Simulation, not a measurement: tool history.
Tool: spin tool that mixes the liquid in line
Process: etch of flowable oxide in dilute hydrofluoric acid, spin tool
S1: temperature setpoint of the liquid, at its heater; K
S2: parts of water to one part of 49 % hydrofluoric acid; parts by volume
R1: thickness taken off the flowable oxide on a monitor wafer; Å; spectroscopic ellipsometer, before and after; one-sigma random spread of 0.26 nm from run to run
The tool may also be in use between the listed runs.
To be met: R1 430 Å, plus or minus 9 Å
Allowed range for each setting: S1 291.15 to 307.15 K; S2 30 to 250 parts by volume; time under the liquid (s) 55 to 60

run 1 hour=0 | S1=299.15 S2=140 time_under_the_liquid_(s)=55 | R1=177.5
run 2 hour=5 | S1=301.15 S2=125 time_under_the_liquid_(s)=55 | R1=219.5
run 3 hour=10.7 | S1=301.15 S2=125 time_under_the_liquid_(s)=60 | R1=234.66
run 4 hour=14.5 | S1=302.65 S2=110 time_under_the_liquid_(s)=60 | R1=289.83
run 5 hour=21 | S1=303.65 S2=105 time_under_the_liquid_(s)=60 | R1=322.35
run 6 hour=25.8 | S1=303.65 S2=130 time_under_the_liquid_(s)=60 | R1=251.33
run 7 hour=32.7 | S1=307.15 S2=80 time_under_the_liquid_(s)=60 | R1=500.32
run 8 hour=40.6 | S1=306.65 S2=80 time_under_the_liquid_(s)=60 | R1=492.3
run 9 hour=41.2 | S1=306.15 S2=80 time_under_the_liquid_(s)=60 | R1=478.68
run 10 hour=43.7 | S1=305.65 S2=80 time_under_the_liquid_(s)=60 | R1=470.11
run 11 hour=47.9 | S1=305.15 S2=80 time_under_the_liquid_(s)=60 | R1=460.45
run 12 hour=56.9 | S1=304.65 S2=80 time_under_the_liquid_(s)=60 | R1=454.72
run 13 hour=65.4 | S1=304.15 S2=80 time_under_the_liquid_(s)=60 | R1=444.01

Consider the 5 candidate settings below. Which is the only one whose results all fall within their allowed miss of target?
run A hour=73.9 | S1=303.65 S2=75 time_under_the_liquid_(s)=55 | R1=?
run B hour=73.9 | S1=304.15 S2=70 time_under_the_liquid_(s)=55 | R1=?
run C hour=73.9 | S1=307.15 S2=85 time_under_the_liquid_(s)=60 | R1=?
run D hour=73.9 | S1=303.65 S2=75 time_under_the_liquid_(s)=60 | R1=?
run E hour=73.9 | S1=305.15 S2=80 time_under_the_liquid_(s)=60 | R1=?

move=A R1=430.37
move=B R1=473.56
move=C R1=465
move=D R1=469.5
move=E R1=462.35
A: all results in spec
B: further off than the last run
C: further off than the last run
D: further off than the last run
E: further off than the last run
The right move is A.
